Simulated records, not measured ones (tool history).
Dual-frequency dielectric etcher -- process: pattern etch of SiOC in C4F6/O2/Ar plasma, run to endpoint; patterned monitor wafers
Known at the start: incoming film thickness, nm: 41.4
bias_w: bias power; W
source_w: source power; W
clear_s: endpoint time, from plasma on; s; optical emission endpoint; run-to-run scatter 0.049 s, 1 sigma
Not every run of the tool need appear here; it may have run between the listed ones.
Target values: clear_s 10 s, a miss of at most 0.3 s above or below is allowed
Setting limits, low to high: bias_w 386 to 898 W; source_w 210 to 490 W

| run | hour | bias_w | source_w | clear_s |
|---|---|---|---|---|
| 1 | 0 | 642 | 350 | 12.171 |
| 2 | 2.7 | 642 | 410 | 11.443 |
| 3 | 6.2 | 642 | 460 | 10.903 |
| 4 | 10.2 | 642 | 420 | 11.309 |
| 5 | 11.2 | 659 | 420 | 11.143 |
| 6 | 13.7 | 672 | 420 | 11.114 |
| 7 | 20.5 | 687 | 420 | 11.075 |
| 8 | 29.5 | 702 | 420 | 11.013 |
| 9 | 34.4 | 715 | 430 | 10.862 |
| 10 | 42.2 | 727 | 430 | 10.794 |
| 11 | 43.7 | 738 | 430 | 10.68 |
| 12 | 49.7 | 748 | 430 | 10.674 |
|  | 55.2 | bias power generator calibrated |
| 13 | 55.2 | 757 | 430 | 10.684 |
| 14 | 58.3 | 766 | 430 | 10.685 |
| 15 | 60 | 774 | 430 | 10.661 |
| 16 | 67.8 | 781 | 430 | 10.58 |
| 17 | 72.2 | 788 | 430 | 10.61 |

Below are 4 possible settings for the next run. Only one of them brings all results inside the allowed miss of their targets. Which is it?
| A | 76.6 | 860 | 380 | ? |
| B | 76.6 | 730 | 450 | ? |
| C | 76.6 | 732 | 420 | ? |
| D | 76.6 | 862 | 460 | ? |

| move | clear_s |
|---|---|
| A | 10.771 |
| B | 10.62 |
| C | 10.905 |
| D | 9.978 |
A: misses by more than the last run did
B: as far off as the last run
C: misses by more than the last run did
D: in spec on every target
The right move is D.
